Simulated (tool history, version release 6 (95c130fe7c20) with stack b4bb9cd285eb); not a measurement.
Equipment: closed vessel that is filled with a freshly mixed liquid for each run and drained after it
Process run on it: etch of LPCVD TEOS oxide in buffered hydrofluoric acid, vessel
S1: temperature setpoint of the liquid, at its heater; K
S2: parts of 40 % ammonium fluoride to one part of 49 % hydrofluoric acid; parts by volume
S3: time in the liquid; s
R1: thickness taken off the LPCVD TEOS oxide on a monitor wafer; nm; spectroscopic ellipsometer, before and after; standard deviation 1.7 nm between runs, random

| run | hour | S1 | S2 | S3 | R1 |
|---|---|---|---|---|---|
| 1 | 0.0 | 298.15 | 21.0 | 100 | 140.02 |
| 2 | 4.6 | 298.15 | 21.0 | 105 | 145.41 |
| 3 | 5.9 | 295.15 | 21.0 | 105 | 124.20 |
| 4 | 9.7 | 295.15 | 15.0 | 105 | 171.05 |
| 5 | 10.4 | 295.15 | 15.0 | 100 | 163.45 |
| 6 | 15.7 | 295.15 | 10.5 | 100 | 228.98 |
| 7 | 24.2 | 297.65 | 10.5 | 100 | 262.68 |
| 8 | 26.5 | 299.65 | 10.5 | 100 | 293.32 |
| 9 | 28.2 | 301.15 | 10.5 | 100 | 320.78 |
| 10 | 35.3 | 302.15 | 10.5 | 100 | 335.61 |

Expected results for the next run?
| 11 | 40.2 | 303.15 | 10.5 | 100 | ? |

R1: 355.52 nm
